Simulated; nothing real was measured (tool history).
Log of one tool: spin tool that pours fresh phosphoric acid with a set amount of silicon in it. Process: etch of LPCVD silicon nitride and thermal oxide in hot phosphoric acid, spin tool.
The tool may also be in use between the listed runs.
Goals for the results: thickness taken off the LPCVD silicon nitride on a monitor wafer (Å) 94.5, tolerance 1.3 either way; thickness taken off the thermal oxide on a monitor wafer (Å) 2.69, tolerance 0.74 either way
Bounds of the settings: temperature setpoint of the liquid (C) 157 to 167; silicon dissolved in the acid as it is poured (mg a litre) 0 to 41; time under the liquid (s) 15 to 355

run  hour  temperature setpoint of the liquid (C)  silicon dissolved in the acid as it is poured (mg a litre)  time under the liquid (s)  thickness taken off the LPCVD silicon nitride on a monitor wafer (Å)  thickness taken off the thermal oxide on a monitor wafer (Å)
  1     0                                     162                                                          18                        180                                                                149.92                                                        4.3907
  2   2.1                                     162                                                          18                        250                                                                207.38                                                        5.2739
  3   6.8                                     162                                                          18                        285                                                                237.24                                                        6.7607
  4  10.6                                     161                                                          16                        245                                                                196.63                                                        5.6485
  5  17.8                                     160                                                          16                        215                                                                166.13                                                        3.9548
  6  22.9                                   159.5                                                        13.5                        190                                                                144.42                                                        3.9863
  7  30.1                                     159                                                        12.5                        175                                                                 131.1                                                        3.9017
  8  36.7                                     157                                                        15.5                        115                                                                80.538                                                         1.904
  9  41.7                                   157.5                                                        15.5                        115                                                                81.506                                                        2.2146
 10  44.6                                     158                                                          16                        115                                                                83.909                                                        2.2574
 11  45.1                                   158.5                                                        16.5                        115                                                                84.639                                                        2.2202

Below are 4 possible settings for the next run. Only one of them brings all results inside the allowed miss of their targets. Which is it?
  A  45.6                                     159                                                        16.5                        130                                                                     ?                                                             ?
  B  45.6                                     158                                                          27                        135                                                                     ?                                                             ?
  C  45.6                                     157                                                          15                        145                                                                     ?                                                             ?
  D  45.6                                     157                                                           8                        135                                                                     ?                                                             ?

move  thickness taken off the LPCVD silicon nitride on a monitor wafer (Å)  thickness taken off the thermal oxide on a monitor wafer (Å)
   A                                                                97.306                                                        2.4175
   B                                                                97.689                                                        1.6946
   C                                                                101.42                                                        2.4123
   D                                                                94.425                                                         2.639
A: pushes the last run's worst result past its target
B: pushes the last run's worst result past its target
C: pushes the last run's worst result past its target
D: all results land within tolerance of their targets
Go with D: it meets all targets.

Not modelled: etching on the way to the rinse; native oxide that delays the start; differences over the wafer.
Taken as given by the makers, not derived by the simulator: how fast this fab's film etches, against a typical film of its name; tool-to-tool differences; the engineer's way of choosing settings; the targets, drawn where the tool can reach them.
